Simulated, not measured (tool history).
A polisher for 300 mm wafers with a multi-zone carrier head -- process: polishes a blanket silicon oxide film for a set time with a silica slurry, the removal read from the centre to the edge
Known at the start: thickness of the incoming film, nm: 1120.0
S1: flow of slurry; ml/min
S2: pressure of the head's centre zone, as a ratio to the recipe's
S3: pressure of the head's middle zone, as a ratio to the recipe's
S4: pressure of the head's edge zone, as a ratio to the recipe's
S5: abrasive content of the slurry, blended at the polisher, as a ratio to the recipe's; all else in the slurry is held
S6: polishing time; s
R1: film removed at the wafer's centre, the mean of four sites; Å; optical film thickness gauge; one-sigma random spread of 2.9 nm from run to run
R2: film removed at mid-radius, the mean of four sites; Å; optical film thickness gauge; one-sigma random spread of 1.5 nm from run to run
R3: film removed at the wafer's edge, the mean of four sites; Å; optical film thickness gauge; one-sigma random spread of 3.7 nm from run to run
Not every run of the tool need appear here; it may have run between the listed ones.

run  hour   S1    S2    S3    S4    S5  S6      R1      R2      R3
  1   0.0  165  1.00  1.00  1.00  1.00  70  2656.8  2632.4  2633.6
  2   7.4  165  1.00  1.00  0.96  1.00  70  2620.2  2665.9  2536.3
  3  15.1  160  1.02  0.99  0.96  1.00  70  2682.3  2620.6  2554.5
  4  21.5  160  1.02  0.95  0.96  1.00  70  2741.0  2528.3  2535.6
  5  24.0  160  1.02  0.95  0.96  1.15  70  2958.2  2749.8  2778.1
  6  29.8  160  1.02  0.95  0.96  1.15  86  3666.3  3409.2  3366.1
  7  33.8  160  1.02  0.95  0.96  1.15  86  3632.7  3376.3  3367.3
  8  40.3  155  1.02  0.93  0.95  1.10  86  3520.9  3253.2  3291.3
  9  40.9  155  1.03  0.91  0.93  1.05  86  3518.3  3085.2  3202.7
 10  47.2  155  1.03  0.90  0.91  1.00  86  3313.2  2973.3  3083.3
 11  52.5  155  1.04  0.89  0.89  0.95  86  3283.9  2797.3  2971.9
 12  54.3  155  1.05  0.89  0.88  0.90  86  3140.5  2730.8  2855.2
 13  60.4  155  1.05  0.89  0.88  0.90  86  3180.5  2737.1  2767.6
 14  64.8  150  1.05  0.88  0.87  0.90  86  3131.5  2691.7  2739.4

The next listed run, before its measurement:
 15  72.9  110  1.06  0.81  0.81  0.85  86   ?   ?   ?

Run 15 yielded R1 2868.9 Å, R2 2289.4 Å, R3 2529.1 Å.

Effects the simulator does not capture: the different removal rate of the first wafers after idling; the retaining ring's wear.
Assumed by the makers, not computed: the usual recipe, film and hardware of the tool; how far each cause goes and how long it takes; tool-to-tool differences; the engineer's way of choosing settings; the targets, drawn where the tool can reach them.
